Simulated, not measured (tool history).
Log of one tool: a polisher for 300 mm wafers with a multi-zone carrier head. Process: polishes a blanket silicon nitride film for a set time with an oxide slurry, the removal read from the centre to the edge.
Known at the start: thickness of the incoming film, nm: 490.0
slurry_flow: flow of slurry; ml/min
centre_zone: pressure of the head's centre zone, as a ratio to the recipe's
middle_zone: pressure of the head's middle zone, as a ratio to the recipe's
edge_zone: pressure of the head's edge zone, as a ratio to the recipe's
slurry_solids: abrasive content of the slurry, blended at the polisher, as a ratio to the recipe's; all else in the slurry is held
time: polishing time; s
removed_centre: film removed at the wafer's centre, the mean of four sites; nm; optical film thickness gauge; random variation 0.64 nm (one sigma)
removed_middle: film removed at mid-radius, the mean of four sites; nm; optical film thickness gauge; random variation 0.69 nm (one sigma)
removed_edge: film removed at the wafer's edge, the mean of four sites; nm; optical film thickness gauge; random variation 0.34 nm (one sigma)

run,hour,slurry_flow,centre_zone,middle_zone,edge_zone,slurry_solids,time,removed_centre,removed_middle,removed_edge
1,0.0,285,1.00,1.00,1.00,1.00,69,72.336,74.945,73.593
2,1.0,285,0.97,1.00,1.00,1.00,69,70.729,73.816,73.830
3,6.1,285,0.93,1.00,1.00,1.00,69,68.291,75.053,73.571
4,12.0,290,0.96,1.02,0.96,0.90,66,65.856,70.608,66.351
5,14.8,290,0.96,1.05,0.96,0.90,66,65.092,72.677,66.042
6,22.8,290,0.96,1.05,1.04,0.90,66,64.397,70.946,69.914
7,30.6,290,0.96,1.04,0.99,0.80,64,58.967,65.688,62.760
8,35.2,290,0.98,1.04,0.95,0.75,63,58.393,63.046,58.610
9,36.2,285,0.99,1.04,0.92,0.70,63,55.473,61.981,55.568
10,45.2,280,1.02,1.03,0.89,0.65,63,55.547,58.303,53.979
11,50.5,280,1.02,1.03,0.89,0.65,63,57.232,57.830,53.384
12,57.8,275,1.02,1.04,0.87,0.60,63,54.378,56.835,50.511
13,66.6,260,1.02,1.04,0.86,0.60,63,55.020,56.437,50.442
14,75.1,260,1.02,1.04,0.86,0.60,63,54.159,56.970,50.528
15,78.8,250,1.05,1.05,0.81,0.50,62,50.072,51.887,44.158

Forecast run 16:
16,87.1,260,1.05,1.05,0.82,0.50,62,?,?,?

Run 16 gave removed_centre 50.575 nm, removed_middle 53.108 nm, removed_edge 44.857 nm.

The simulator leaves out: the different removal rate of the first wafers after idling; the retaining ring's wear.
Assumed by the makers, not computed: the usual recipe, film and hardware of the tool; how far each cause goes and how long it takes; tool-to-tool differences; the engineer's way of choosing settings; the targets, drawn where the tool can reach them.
